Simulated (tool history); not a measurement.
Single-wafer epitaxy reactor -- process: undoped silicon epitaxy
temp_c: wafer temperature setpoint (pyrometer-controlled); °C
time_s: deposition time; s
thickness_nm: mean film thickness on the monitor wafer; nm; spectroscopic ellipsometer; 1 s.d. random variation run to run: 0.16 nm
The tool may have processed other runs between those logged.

run  hour  temp_c  time_s  thickness_nm
  1     0     625     404        36.225
  2   1.9     624     404         35.68
  3   7.3     624     446         39.68
  4   9.6     624     496         43.87
  5  15.3     622     495        41.633
  6    18     620     495         39.95
  7  19.7     620     495        39.964
  8  26.7     618     495         38.21
  9  31.7     616     495        36.515
 10  32.7     615     495         35.84
 11  39.1     614     495        35.092

What does the tool deliver on the next run?
 12  42.6     613     495             ?

For run 12 the tool returned thickness_nm 34.396 nm.

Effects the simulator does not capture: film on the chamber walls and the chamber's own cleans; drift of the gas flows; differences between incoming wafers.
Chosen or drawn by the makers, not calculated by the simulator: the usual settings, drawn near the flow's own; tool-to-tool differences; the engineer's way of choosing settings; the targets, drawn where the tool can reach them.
